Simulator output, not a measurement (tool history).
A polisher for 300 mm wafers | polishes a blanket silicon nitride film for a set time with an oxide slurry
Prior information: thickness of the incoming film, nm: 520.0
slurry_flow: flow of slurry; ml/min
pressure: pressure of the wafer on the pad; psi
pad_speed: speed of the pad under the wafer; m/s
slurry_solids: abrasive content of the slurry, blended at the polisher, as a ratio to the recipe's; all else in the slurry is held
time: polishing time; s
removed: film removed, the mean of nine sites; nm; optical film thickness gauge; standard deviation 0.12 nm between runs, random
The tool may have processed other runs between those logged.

Run 1, hour 0.0: slurry_flow 245 ml/min, pressure 4.1 psi, pad_speed 1.06 m/s, slurry_solids 1.0, time 22 s. Result: removed 16.540 nm.
Run 2, hour 3.7: slurry_flow 245 ml/min, pressure 5.0 psi, pad_speed 1.06 m/s, slurry_solids 1.0, time 22 s. Result: removed 20.446 nm.
Run 3, hour 8.7: slurry_flow 245 ml/min, pressure 4.6 psi, pad_speed 1.06 m/s, slurry_solids 1.0, time 22 s. Result: removed 18.364 nm.
Run 4, hour 16.3: slurry_flow 280 ml/min, pressure 4.6 psi, pad_speed 1.06 m/s, slurry_solids 1.0, time 22 s. Result: removed 18.853 nm.
Run 5, hour 25.3: slurry_flow 280 ml/min, pressure 4.6 psi, pad_speed 1.06 m/s, slurry_solids 1.2, time 22 s. Result: removed 20.143 nm.
Run 6, hour 28.5: slurry_flow 280 ml/min, pressure 4.6 psi, pad_speed 1.06 m/s, slurry_solids 1.1, time 22 s. Result: removed 19.189 nm.
Run 7, hour 35.3: slurry_flow 280 ml/min, pressure 4.3 psi, pad_speed 1.06 m/s, slurry_solids 1.1, time 22 s. Result: removed 18.290 nm.
Run 8, hour 42.2: slurry_flow 275 ml/min, pressure 4.0 psi, pad_speed 1.06 m/s, slurry_solids 1.1, time 22 s. Result: removed 16.581 nm.
Run 9, hour 47.6: slurry_flow 275 ml/min, pressure 3.8 psi, pad_speed 1.06 m/s, slurry_solids 1.1, time 22 s. Result: removed 16.262 nm.

Expected results for the next run?
Run 10, hour 52.8: slurry_flow 275 ml/min, pressure 3.8 psi, pad_speed 1.06 m/s, slurry_solids 1.1, time 22 s. Result: removed ?.

{"run 10": {"removed": 15.987}}
